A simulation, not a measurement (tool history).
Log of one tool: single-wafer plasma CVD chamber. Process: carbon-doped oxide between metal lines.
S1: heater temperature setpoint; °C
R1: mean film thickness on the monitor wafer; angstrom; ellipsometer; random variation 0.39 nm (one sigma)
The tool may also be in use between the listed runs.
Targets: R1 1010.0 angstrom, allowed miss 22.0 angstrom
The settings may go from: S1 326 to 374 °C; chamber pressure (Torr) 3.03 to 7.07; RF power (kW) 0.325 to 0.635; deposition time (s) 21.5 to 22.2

{"run": 1, "hour": 0.0, "S1": 350, "chamber pressure (Torr)": 5.05, "RF power (kW)": 0.48, "deposition time (s)": 21.5, "R1": 1121.1}
{"run": 2, "hour": 3.6, "S1": 352, "chamber pressure (Torr)": 4.79, "RF power (kW)": 0.47, "deposition time (s)": 21.5, "R1": 1089.5}
{"run": 3, "hour": 8.3, "S1": 352, "chamber pressure (Torr)": 5.68, "RF power (kW)": 0.47, "deposition time (s)": 21.5, "R1": 1121.1}
{"run": 4, "hour": 16.0, "S1": 360, "chamber pressure (Torr)": 5.68, "RF power (kW)": 0.47, "deposition time (s)": 21.5, "R1": 1101.0}
{"run": 5, "hour": 18.3, "S1": 360, "chamber pressure (Torr)": 5.68, "RF power (kW)": 0.47, "deposition time (s)": 21.5, "R1": 1106.4}
{"run": 6, "hour": 24.1, "S1": 361, "chamber pressure (Torr)": 5.42, "RF power (kW)": 0.46, "deposition time (s)": 21.5, "R1": 1068.5}
{"run": 7, "hour": 27.9, "S1": 362, "chamber pressure (Torr)": 5.25, "RF power (kW)": 0.455, "deposition time (s)": 21.5, "R1": 1047.2}
{"run": 8, "hour": 31.5, "S1": 363, "chamber pressure (Torr)": 5.15, "RF power (kW)": 0.455, "deposition time (s)": 21.5, "R1": 1045.2}
{"run": 9, "hour": 35.2, "S1": 364, "chamber pressure (Torr)": 5.05, "RF power (kW)": 0.455, "deposition time (s)": 21.5, "R1": 1038.7}
{"run": 10, "hour": 42.2, "S1": 365, "chamber pressure (Torr)": 4.96, "RF power (kW)": 0.455, "deposition time (s)": 21.5, "R1": 1034.0}

Which of these 5 next moves meets every target?
{"run": "A", "hour": 49.2, "S1": 365, "chamber pressure (Torr)": 5.64, "RF power (kW)": 0.455, "deposition time (s)": 21.8, "R1": "?"}
{"run": "B", "hour": 49.2, "S1": 365, "chamber pressure (Torr)": 4.7, "RF power (kW)": 0.475, "deposition time (s)": 21.8, "R1": "?"}
{"run": "C", "hour": 49.2, "S1": 373, "chamber pressure (Torr)": 4.39, "RF power (kW)": 0.505, "deposition time (s)": 21.5, "R1": "?"}
{"run": "D", "hour": 49.2, "S1": 362, "chamber pressure (Torr)": 5.87, "RF power (kW)": 0.46, "deposition time (s)": 21.5, "R1": "?"}
{"run": "E", "hour": 49.2, "S1": 368, "chamber pressure (Torr)": 4.99, "RF power (kW)": 0.45, "deposition time (s)": 21.5, "R1": "?"}

move=A R1=1069.7
move=B R1=1069.2
move=C R1=1071.8
move=D R1=1078.8
move=E R1=1014.8
A: further off than the last run
B: further off than the last run
C: further off than the last run
D: further off than the last run
E: meets every target
The right move is E.

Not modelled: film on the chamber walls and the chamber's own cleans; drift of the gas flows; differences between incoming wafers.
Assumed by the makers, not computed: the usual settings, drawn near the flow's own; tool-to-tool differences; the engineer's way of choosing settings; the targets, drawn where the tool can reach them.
